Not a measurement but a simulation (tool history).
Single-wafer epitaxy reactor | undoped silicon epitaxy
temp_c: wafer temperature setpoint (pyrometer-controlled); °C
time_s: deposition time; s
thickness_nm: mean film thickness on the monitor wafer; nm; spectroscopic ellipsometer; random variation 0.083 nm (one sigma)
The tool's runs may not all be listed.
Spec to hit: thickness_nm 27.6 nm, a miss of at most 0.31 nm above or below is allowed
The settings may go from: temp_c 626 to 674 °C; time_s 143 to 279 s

{"run": 1, "hour": 0.0, "temp_c": 650, "time_s": 211, "thickness_nm": 34.584}
{"run": 2, "hour": 1.0, "temp_c": 658, "time_s": 211, "thickness_nm": 41.816}
{"run": 3, "hour": 4.3, "temp_c": 654, "time_s": 211, "thickness_nm": 37.826}
{"run": 4, "hour": 9.0, "temp_c": 654, "time_s": 183, "thickness_nm": 32.914}
{"run": 5, "hour": 16.8, "temp_c": 654, "time_s": 207, "thickness_nm": 37.224}
{"run": 6, "hour": 17.8, "temp_c": 646, "time_s": 207, "thickness_nm": 30.621}
{"run": 7, "hour": 20.5, "temp_c": 645, "time_s": 207, "thickness_nm": 29.989}
{"run": 8, "hour": 21.8, "temp_c": 644, "time_s": 207, "thickness_nm": 29.09}
{"run": 9, "hour": 27.2, "temp_c": 644, "time_s": 207, "thickness_nm": 29.148}
{"run": 10, "hour": 31.4, "temp_c": 643, "time_s": 207, "thickness_nm": 28.2}

Which of these 4 next moves meets every target?
{"run": "A", "hour": 35.6, "temp_c": 638, "time_s": 235, "thickness_nm": "?"}
{"run": "B", "hour": 35.6, "temp_c": 642, "time_s": 217, "thickness_nm": "?"}
{"run": "C", "hour": 35.6, "temp_c": 642, "time_s": 212, "thickness_nm": "?"}
{"run": "D", "hour": 35.6, "temp_c": 645, "time_s": 192, "thickness_nm": "?"}

move=A thickness_nm=28.497
move=B thickness_nm=29.136
move=C thickness_nm=28.464
move=D thickness_nm=27.807
A: the biggest miss grows against the last run
B: the biggest miss grows against the last run
C: the biggest miss grows against the last run
D: every result lands within tolerance
The right move is D.
